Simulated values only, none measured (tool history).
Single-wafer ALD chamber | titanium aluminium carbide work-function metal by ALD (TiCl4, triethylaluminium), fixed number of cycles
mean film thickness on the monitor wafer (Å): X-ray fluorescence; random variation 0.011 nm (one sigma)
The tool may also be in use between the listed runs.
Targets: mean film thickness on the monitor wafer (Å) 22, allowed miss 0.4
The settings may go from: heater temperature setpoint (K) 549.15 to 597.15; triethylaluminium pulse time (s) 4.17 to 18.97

| run | day | heater temperature setpoint (K) | triethylaluminium pulse time (s) | mean film thickness on the monitor wafer (Å) |
|---|---|---|---|---|
| 1 | 0 | 573.15 | 11.57 | 19.918 |
| 2 | 0.146 | 573.15 | 10.43 | 19.783 |
| 3 | 0.358 | 577.15 | 10.91 | 20.182 |
| 4 | 0.462 | 577.15 | 8.9 | 19.927 |
| 5 | 0.492 | 588.15 | 8.9 | 20.691 |
| 6 | 0.592 | 590.15 | 9.72 | 21.217 |
| 7 | 0.679 | 591.15 | 9.89 | 21.117 |
| 8 | 0.846 | 592.15 | 10.4 | 21.227 |
| 9 | 0.896 | 593.15 | 11.02 | 21.53 |

5 next moves are on the table. One of them brings every result within its allowed miss. Which?
| A | 0.946 | 591.15 | 9.94 | ? |
| B | 0.946 | 586.15 | 10.72 | ? |
| C | 0.946 | 597.15 | 11.79 | ? |
| D | 0.946 | 590.15 | 10.21 | ? |
| E | 0.946 | 589.15 | 12.3 | ? |

| move | mean film thickness on the monitor wafer (Å) |
|---|---|
| A | 21.01 |
| B | 20.748 |
| C | 21.815 |
| D | 20.984 |
| E | 21.205 |
A: further off than the last run
B: further off than the last run
C: meets every target
D: further off than the last run
E: further off than the last run
Move C is the one to make.
